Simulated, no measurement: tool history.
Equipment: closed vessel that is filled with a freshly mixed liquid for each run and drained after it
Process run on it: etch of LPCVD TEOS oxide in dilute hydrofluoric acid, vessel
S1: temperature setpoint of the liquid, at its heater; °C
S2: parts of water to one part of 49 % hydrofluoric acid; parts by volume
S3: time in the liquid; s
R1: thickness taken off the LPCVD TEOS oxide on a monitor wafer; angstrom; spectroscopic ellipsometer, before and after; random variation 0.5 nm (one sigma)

run 1 hour=0.0 | S1=20.0 S2=295 S3=1235 | R1=718.27
run 2 hour=7.6 | S1=20.0 S2=220 S3=1235 | R1=1028.70
run 3 hour=9.0 | S1=20.0 S2=260 S3=1235 | R1=842.11
run 4 hour=16.5 | S1=18.5 S2=260 S3=1235 | R1=791.56
run 5 hour=23.8 | S1=18.5 S2=260 S3=1235 | R1=789.89
run 6 hour=27.3 | S1=20.5 S2=255 S3=1235 | R1=873.35
run 7 hour=35.3 | S1=24.5 S2=225 S3=1235 | R1=1196.40
run 8 hour=40.3 | S1=25.0 S2=225 S3=1235 | R1=1206.10

Run 9 has not been measured yet. What should we expect?
run 9 hour=48.4 | S1=27.5 S2=225 S3=1235 | R1=?

{"run 9": {"R1": 1309.8}}
